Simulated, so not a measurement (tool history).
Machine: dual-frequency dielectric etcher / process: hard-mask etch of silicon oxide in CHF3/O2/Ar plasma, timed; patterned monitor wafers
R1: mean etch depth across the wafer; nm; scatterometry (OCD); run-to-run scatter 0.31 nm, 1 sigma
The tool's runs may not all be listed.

{"run": 1, "hour": 0.0, "source power (kW)": 0.83, "bias power (kW)": 0.175, "etch time (s)": 22, "R1": 53.442}
{"run": 2, "hour": 1.7, "source power (kW)": 0.83, "bias power (kW)": 0.175, "etch time (s)": 23, "R1": 56.171}
{"run": 3, "hour": 8.1, "source power (kW)": 0.83, "bias power (kW)": 0.175, "etch time (s)": 22, "R1": 53.816}
{"run": 4, "hour": 13.6, "source power (kW)": 0.83, "bias power (kW)": 0.157, "etch time (s)": 22, "R1": 52.379}
{"run": 5, "hour": 15.7, "source power (kW)": 0.83, "bias power (kW)": 0.157, "etch time (s)": 23, "R1": 54.064}
{"run": 6, "hour": 19.1, "source power (kW)": 0.83, "bias power (kW)": 0.186, "etch time (s)": 23, "R1": 57.145}
{"run": 7, "hour": 24.9, "source power (kW)": 0.75, "bias power (kW)": 0.177, "etch time (s)": 23, "R1": 53.342}
{"run": 8, "hour": 31.0, "source power (kW)": 0.7, "bias power (kW)": 0.175, "etch time (s)": 23, "R1": 51.481}
{"run": 9, "hour": 31.8, "source power (kW)": 0.67, "bias power (kW)": 0.174, "etch time (s)": 23, "R1": 50.152}

Estimate the outcome of run 10 from the log above:
{"run": 10, "hour": 35.6, "source power (kW)": 0.65, "bias power (kW)": 0.173, "etch time (s)": 23, "R1": "?"}

For run 10 the tool returned R1 48.678 nm.
